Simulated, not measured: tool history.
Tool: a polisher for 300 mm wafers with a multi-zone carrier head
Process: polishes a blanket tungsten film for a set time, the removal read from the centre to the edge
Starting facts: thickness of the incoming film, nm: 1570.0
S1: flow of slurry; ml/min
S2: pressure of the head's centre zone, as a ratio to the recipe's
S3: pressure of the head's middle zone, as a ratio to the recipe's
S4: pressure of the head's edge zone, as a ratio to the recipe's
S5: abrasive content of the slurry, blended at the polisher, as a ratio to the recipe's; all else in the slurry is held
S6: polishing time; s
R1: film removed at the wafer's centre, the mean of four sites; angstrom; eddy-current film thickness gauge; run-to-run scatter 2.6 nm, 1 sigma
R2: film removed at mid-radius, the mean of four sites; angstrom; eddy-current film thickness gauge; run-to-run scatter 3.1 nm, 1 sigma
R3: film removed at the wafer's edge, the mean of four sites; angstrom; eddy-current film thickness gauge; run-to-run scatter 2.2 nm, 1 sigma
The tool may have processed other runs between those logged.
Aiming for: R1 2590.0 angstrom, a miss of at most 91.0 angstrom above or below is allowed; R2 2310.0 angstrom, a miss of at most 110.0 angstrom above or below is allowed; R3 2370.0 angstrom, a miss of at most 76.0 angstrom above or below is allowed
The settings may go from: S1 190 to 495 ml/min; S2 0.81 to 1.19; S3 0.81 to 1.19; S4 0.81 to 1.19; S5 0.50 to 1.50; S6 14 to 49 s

| run | hour | S1 | S2 | S3 | S4 | S5 | S6 | R1 | R2 | R3 |
|---|---|---|---|---|---|---|---|---|---|---|
| 1 | 0.0 | 320 | 1.00 | 1.00 | 1.00 | 1.00 | 31 | 1731.8 | 1736.6 | 1716.6 |
| 2 | 2.6 | 320 | 1.02 | 1.01 | 1.02 | 1.10 | 32 | 1850.5 | 1836.1 | 1844.3 |
| 3 | 4.2 | 320 | 1.02 | 1.01 | 1.07 | 1.10 | 32 | 1830.9 | 1863.5 | 1886.8 |
| 4 | 8.4 | 325 | 1.05 | 1.02 | 1.08 | 1.20 | 33 | 1970.9 | 1963.7 | 2011.0 |
| 5 | 16.1 | 330 | 1.08 | 1.03 | 1.08 | 1.25 | 34 | 2104.6 | 2097.0 | 2057.9 |
| 6 | 23.1 | 330 | 1.10 | 1.02 | 1.09 | 1.30 | 34 | 2165.3 | 2103.8 | 2111.6 |
| 7 | 31.3 | 335 | 1.12 | 1.01 | 1.09 | 1.35 | 34 | 2164.5 | 2092.7 | 2146.4 |
| 8 | 33.3 | 335 | 1.13 | 1.00 | 1.08 | 1.35 | 35 | 2284.0 | 2170.5 | 2216.7 |
| 9 | 39.6 | 335 | 1.14 | 0.99 | 1.07 | 1.35 | 35 | 2277.0 | 2123.9 | 2212.1 |
| 10 | 46.5 | 335 | 1.15 | 0.99 | 1.06 | 1.35 | 35 | 2289.8 | 2076.0 | 2202.3 |
| 11 | 48.2 | 340 | 1.16 | 1.00 | 1.05 | 1.35 | 35 | 2307.5 | 2152.3 | 2189.8 |
| 12 | 48.9 | 335 | 1.17 | 0.99 | 1.03 | 1.35 | 36 | 2406.7 | 2179.0 | 2238.9 |
| 13 | 51.3 | 335 | 1.17 | 0.99 | 1.02 | 1.35 | 36 | 2349.0 | 2200.6 | 2220.4 |
| 14 | 58.0 | 345 | 1.17 | 0.99 | 1.03 | 1.35 | 36 | 2379.3 | 2147.3 | 2240.1 |
| 15 | 65.6 | 350 | 1.17 | 0.99 | 1.02 | 1.35 | 36 | 2429.0 | 2183.2 | 2217.5 |
| 16 | 71.1 | 355 | 1.17 | 0.99 | 1.03 | 1.35 | 36 | 2422.6 | 2168.0 | 2232.6 |
| 17 | 77.7 | 360 | 1.17 | 0.99 | 1.04 | 1.40 | 36 | 2429.3 | 2197.8 | 2315.4 |
| 18 | 78.5 | 365 | 1.17 | 0.99 | 1.04 | 1.40 | 36 | 2404.2 | 2260.8 | 2273.6 |

Exactly one of the 4 candidate moves below puts every result within its allowed miss. Which one?
| A | 79.3 | 280 | 1.10 | 0.94 | 0.91 | 1.40 | 41 | ? | ? | ? |
| B | 79.3 | 300 | 0.96 | 0.94 | 1.16 | 1.50 | 37 | ? | ? | ? |
| C | 79.3 | 335 | 1.17 | 1.09 | 1.10 | 1.20 | 35 | ? | ? | ? |
| D | 79.3 | 455 | 0.90 | 1.01 | 1.19 | 1.50 | 36 | ? | ? | ? |

| move | R1 | R2 | R3 |
|---|---|---|---|
| A | 2618.7 | 2359.6 | 2386.8 |
| B | 2254.8 | 2189.3 | 2489.4 |
| C | 2264.4 | 2223.5 | 2161.9 |
| D | 2206.2 | 2345.6 | 2520.9 |
A: every result within its allowed miss
B: its largest miss is bigger than the last run's
C: its largest miss is bigger than the last run's
D: its largest miss is bigger than the last run's
A meets every target.

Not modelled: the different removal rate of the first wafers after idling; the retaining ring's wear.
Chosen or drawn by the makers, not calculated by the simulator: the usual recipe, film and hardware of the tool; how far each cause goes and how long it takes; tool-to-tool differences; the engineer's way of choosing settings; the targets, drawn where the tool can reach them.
